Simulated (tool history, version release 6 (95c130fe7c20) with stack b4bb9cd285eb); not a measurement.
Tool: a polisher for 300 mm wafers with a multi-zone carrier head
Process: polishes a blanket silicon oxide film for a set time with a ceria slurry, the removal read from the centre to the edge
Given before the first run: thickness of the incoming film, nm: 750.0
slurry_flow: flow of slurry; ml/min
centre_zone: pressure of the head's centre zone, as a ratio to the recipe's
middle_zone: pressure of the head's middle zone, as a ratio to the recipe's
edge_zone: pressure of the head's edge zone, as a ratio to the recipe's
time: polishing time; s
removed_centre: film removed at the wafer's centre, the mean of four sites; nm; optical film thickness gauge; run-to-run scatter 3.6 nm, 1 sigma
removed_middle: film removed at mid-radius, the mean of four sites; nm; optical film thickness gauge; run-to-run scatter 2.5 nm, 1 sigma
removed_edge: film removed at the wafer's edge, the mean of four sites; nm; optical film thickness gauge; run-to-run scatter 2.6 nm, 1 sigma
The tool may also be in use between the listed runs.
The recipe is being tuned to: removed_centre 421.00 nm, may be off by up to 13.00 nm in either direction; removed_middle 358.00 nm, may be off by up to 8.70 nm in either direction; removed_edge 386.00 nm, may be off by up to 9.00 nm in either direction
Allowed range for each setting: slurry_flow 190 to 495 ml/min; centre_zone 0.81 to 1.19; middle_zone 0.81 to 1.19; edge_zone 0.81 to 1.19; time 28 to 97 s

{"run": 1, "hour": 0.0, "slurry_flow": 320, "centre_zone": 1.0, "middle_zone": 1.0, "edge_zone": 1.0, "time": 62, "removed_centre": 302.15, "removed_middle": 282.43, "removed_edge": 289.02}
{"run": 2, "hour": 5.2, "slurry_flow": 320, "centre_zone": 1.0, "middle_zone": 1.0, "edge_zone": 0.97, "time": 62, "removed_centre": 306.63, "removed_middle": 282.12, "removed_edge": 287.72}
{"run": 3, "hour": 13.7, "slurry_flow": 320, "centre_zone": 1.0, "middle_zone": 1.0, "edge_zone": 1.05, "time": 62, "removed_centre": 303.19, "removed_middle": 281.51, "removed_edge": 300.06}
{"run": 4, "hour": 17.9, "slurry_flow": 265, "centre_zone": 1.0, "middle_zone": 1.0, "edge_zone": 1.05, "time": 62, "removed_centre": 307.01, "removed_middle": 282.02, "removed_edge": 294.06}
{"run": 5, "hour": 22.6, "slurry_flow": 265, "centre_zone": 0.97, "middle_zone": 1.0, "edge_zone": 1.05, "time": 62, "removed_centre": 290.23, "removed_middle": 279.91, "removed_edge": 292.53}
{"run": 6, "hour": 27.2, "slurry_flow": 300, "centre_zone": 1.02, "middle_zone": 1.03, "edge_zone": 1.1, "time": 65, "removed_centre": 324.72, "removed_middle": 305.01, "removed_edge": 317.13}
{"run": 7, "hour": 34.4, "slurry_flow": 300, "centre_zone": 1.02, "middle_zone": 1.03, "edge_zone": 1.1, "time": 65, "removed_centre": 317.89, "removed_middle": 305.52, "removed_edge": 319.65}
{"run": 8, "hour": 35.4, "slurry_flow": 305, "centre_zone": 1.07, "middle_zone": 1.03, "edge_zone": 1.13, "time": 68, "removed_centre": 358.61, "removed_middle": 315.25, "removed_edge": 337.89}
{"run": 9, "hour": 42.4, "slurry_flow": 325, "centre_zone": 1.09, "middle_zone": 1.04, "edge_zone": 1.15, "time": 70, "removed_centre": 374.0, "removed_middle": 331.87, "removed_edge": 352.97}
{"run": 10, "hour": 48.6, "slurry_flow": 340, "centre_zone": 1.11, "middle_zone": 1.04, "edge_zone": 1.16, "time": 71, "removed_centre": 385.78, "removed_middle": 336.91, "removed_edge": 360.11}
{"run": 11, "hour": 54.8, "slurry_flow": 345, "centre_zone": 1.12, "middle_zone": 1.04, "edge_zone": 1.17, "time": 72, "removed_centre": 394.6, "removed_middle": 346.26, "removed_edge": 364.95}
{"run": 12, "hour": 60.0, "slurry_flow": 345, "centre_zone": 1.13, "middle_zone": 1.03, "edge_zone": 1.18, "time": 73, "removed_centre": 407.42, "removed_middle": 345.3, "removed_edge": 371.85}
{"run": 13, "hour": 66.7, "slurry_flow": 350, "centre_zone": 1.13, "middle_zone": 1.03, "edge_zone": 1.18, "time": 74, "removed_centre": 417.28, "removed_middle": 349.23, "removed_edge": 377.06}

5 candidate next runs follow, results not yet known. Just one meets every target within its allowed miss. Identify it.
{"run": "A", "hour": 73.4, "slurry_flow": 335, "centre_zone": 1.14, "middle_zone": 0.96, "edge_zone": 1.19, "time": 77, "removed_centre": "?", "removed_middle": "?", "removed_edge": "?"}
{"run": "B", "hour": 73.4, "slurry_flow": 320, "centre_zone": 1.09, "middle_zone": 0.97, "edge_zone": 1.17, "time": 76, "removed_centre": "?", "removed_middle": "?", "removed_edge": "?"}
{"run": "C", "hour": 73.4, "slurry_flow": 275, "centre_zone": 1.1, "middle_zone": 1.01, "edge_zone": 1.12, "time": 79, "removed_centre": "?", "removed_middle": "?", "removed_edge": "?"}
{"run": "D", "hour": 73.4, "slurry_flow": 355, "centre_zone": 1.19, "middle_zone": 1.04, "edge_zone": 1.11, "time": 75, "removed_centre": "?", "removed_middle": "?", "removed_edge": "?"}
{"run": "E", "hour": 73.4, "slurry_flow": 390, "centre_zone": 1.11, "middle_zone": 1.02, "edge_zone": 1.19, "time": 80, "removed_centre": "?", "removed_middle": "?", "removed_edge": "?"}

move=A removed_centre=430.27 removed_middle=340.80 removed_edge=398.97
move=B removed_centre=404.76 removed_middle=338.41 removed_edge=389.37
move=C removed_centre=419.93 removed_middle=360.26 removed_edge=392.43
move=D removed_centre=439.50 removed_middle=356.40 removed_edge=375.54
move=E removed_centre=440.02 removed_middle=376.23 removed_edge=417.20
A: misses by more than the last run did
B: misses by more than the last run did
C: in spec on every target
D: brings the result that was furthest off to its target, and leaves another outside
E: takes the result that was furthest off past its target
Correct choice: C, which meets every target

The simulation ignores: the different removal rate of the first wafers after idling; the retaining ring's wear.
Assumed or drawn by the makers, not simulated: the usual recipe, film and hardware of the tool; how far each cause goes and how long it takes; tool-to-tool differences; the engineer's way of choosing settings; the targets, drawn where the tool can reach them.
